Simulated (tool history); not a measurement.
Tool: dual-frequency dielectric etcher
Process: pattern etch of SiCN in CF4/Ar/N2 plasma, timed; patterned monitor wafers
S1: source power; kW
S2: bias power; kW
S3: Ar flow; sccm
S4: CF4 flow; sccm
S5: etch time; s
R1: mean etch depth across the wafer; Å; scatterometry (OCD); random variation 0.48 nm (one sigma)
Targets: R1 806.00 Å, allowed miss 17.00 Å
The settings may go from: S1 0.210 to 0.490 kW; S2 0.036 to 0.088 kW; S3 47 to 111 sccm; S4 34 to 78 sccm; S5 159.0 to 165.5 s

Run 1, day 0.000: S1 0.350 kW, S2 0.062 kW, S3 79 sccm, S4 56 sccm, S5 159.0 s. Result: R1 1121.10 Å.
Run 2, day 0.112: S1 0.350 kW, S2 0.062 kW, S3 79 sccm, S4 47 sccm, S5 159.0 s. Result: R1 1083.90 Å.
Run 3, day 0.412: S1 0.410 kW, S2 0.062 kW, S3 79 sccm, S4 47 sccm, S5 159.0 s. Result: R1 1216.80 Å.
Run 4, day 0.608: S1 0.410 kW, S2 0.062 kW, S3 87 sccm, S4 47 sccm, S5 159.0 s. Result: R1 1206.30 Å.
Run 5, day 0.842: S1 0.410 kW, S2 0.062 kW, S3 87 sccm, S4 39 sccm, S5 159.0 s. Result: R1 1163.20 Å.
Run 6, day 0.979: S1 0.410 kW, S2 0.072 kW, S3 87 sccm, S4 39 sccm, S5 159.0 s. Result: R1 1262.80 Å.
Run 7, day 1.179: S1 0.410 kW, S2 0.072 kW, S3 87 sccm, S4 39 sccm, S5 159.0 s. Result: R1 1248.30 Å.
Run 8, day 1.554: S1 0.370 kW, S2 0.071 kW, S3 87 sccm, S4 39 sccm, S5 159.0 s. Result: R1 1166.40 Å.
Run 9, day 1.846: S1 0.300 kW, S2 0.058 kW, S3 96 sccm, S4 36 sccm, S5 159.0 s. Result: R1 901.88 Å.
Run 10, day 2.012: S1 0.290 kW, S2 0.058 kW, S3 96 sccm, S4 36 sccm, S5 159.0 s. Result: R1 876.09 Å.
Run 11, day 2.358: S1 0.290 kW, S2 0.058 kW, S3 96 sccm, S4 36 sccm, S5 159.0 s. Result: R1 883.19 Å.
Run 12, day 2.438: S1 0.280 kW, S2 0.058 kW, S3 96 sccm, S4 36 sccm, S5 159.0 s. Result: R1 856.18 Å.
Run 13, day 2.779: S1 0.270 kW, S2 0.058 kW, S3 96 sccm, S4 36 sccm, S5 159.0 s. Result: R1 834.14 Å.

Which of these 5 next moves meets every target?
Run A, day 3.121: S1 0.260 kW, S2 0.052 kW, S3 96 sccm, S4 36 sccm, S5 159.0 s. Result: R1 ?.
Run B, day 3.121: S1 0.240 kW, S2 0.056 kW, S3 99 sccm, S4 37 sccm, S5 164.5 s. Result: R1 ?.
Run C, day 3.121: S1 0.220 kW, S2 0.056 kW, S3 100 sccm, S4 34 sccm, S5 165.5 s. Result: R1 ?.
Run D, day 3.121: S1 0.270 kW, S2 0.046 kW, S3 111 sccm, S4 43 sccm, S5 161.0 s. Result: R1 ?.
Run E, day 3.121: S1 0.220 kW, S2 0.062 kW, S3 104 sccm, S4 34 sccm, S5 162.5 s. Result: R1 ?.

move      R1
   A  784.09
   B  803.45
   C  756.83
   D  776.56
   E  778.79
A: takes the result that was furthest off past its target
B: meets every target
C: takes the result that was furthest off past its target
D: takes the result that was furthest off past its target
E: takes the result that was furthest off past its target
Move B is the one to make.
